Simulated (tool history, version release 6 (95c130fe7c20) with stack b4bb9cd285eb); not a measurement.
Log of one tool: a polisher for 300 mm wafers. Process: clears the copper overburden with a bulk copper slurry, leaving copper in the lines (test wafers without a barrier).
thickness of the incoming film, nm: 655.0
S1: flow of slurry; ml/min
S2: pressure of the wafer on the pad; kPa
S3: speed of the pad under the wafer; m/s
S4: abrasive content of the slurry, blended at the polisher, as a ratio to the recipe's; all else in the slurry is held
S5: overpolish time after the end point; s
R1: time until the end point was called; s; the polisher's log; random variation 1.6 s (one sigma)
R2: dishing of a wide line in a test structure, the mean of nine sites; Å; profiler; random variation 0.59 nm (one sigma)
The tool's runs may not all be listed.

run 1 hour=0.0 | S1=285 S2=16.5 S3=0.94 S4=1.0 S5=22 | R1=72.362 R2=834.09
run 2 hour=8.6 | S1=280 S2=13.8 S3=0.84 S4=1.0 S5=23 | R1=96.211 R2=726.94
run 3 hour=9.8 | S1=280 S2=13.8 S3=0.66 S4=1.0 S5=23 | R1=118.650 R2=644.42
run 4 hour=15.8 | S1=280 S2=13.8 S3=0.66 S4=1.0 S5=19 | R1=120.620 R2=580.33
run 5 hour=19.3 | S1=335 S2=13.8 S3=0.66 S4=1.0 S5=19 | R1=118.610 R2=580.13
run 6 hour=27.8 | S1=335 S2=11.7 S3=0.66 S4=1.0 S5=19 | R1=135.970 R2=516.41
run 7 hour=28.9 | S1=330 S2=10.3 S3=0.64 S4=1.0 S5=22 | R1=152.580 R2=515.91

Forecast run 8:
run 8 hour=34.2 | S1=315 S2=7.6 S3=0.58 S4=1.0 S5=30 | R1=? R2=?

{"run 8": {"R1": 212.48, "R2": 496.48}}
